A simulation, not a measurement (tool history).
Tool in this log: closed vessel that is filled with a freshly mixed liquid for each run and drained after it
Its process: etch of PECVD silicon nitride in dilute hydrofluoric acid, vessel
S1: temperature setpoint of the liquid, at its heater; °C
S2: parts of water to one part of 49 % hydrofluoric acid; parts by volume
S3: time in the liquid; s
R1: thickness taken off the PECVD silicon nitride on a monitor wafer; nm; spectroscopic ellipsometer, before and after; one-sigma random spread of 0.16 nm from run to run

{"run": 1, "hour": 0.0, "S1": 26.0, "S2": 160, "S3": 240, "R1": 9.1644}
{"run": 2, "hour": 7.0, "S1": 26.0, "S2": 185, "S3": 240, "R1": 7.8278}
{"run": 3, "hour": 9.9, "S1": 28.5, "S2": 185, "S3": 240, "R1": 9.1733}
{"run": 4, "hour": 11.3, "S1": 30.5, "S2": 165, "S3": 240, "R1": 11.756}
{"run": 5, "hour": 18.3, "S1": 31.5, "S2": 155, "S3": 240, "R1": 13.412}
{"run": 6, "hour": 27.1, "S1": 31.5, "S2": 155, "S3": 165, "R1": 9.0789}

Predict the results of run 7:
{"run": 7, "hour": 33.1, "S1": 32.5, "S2": 115, "S3": 170, "R1": "?"}

Run 7 measured R1 13.6300 nm.
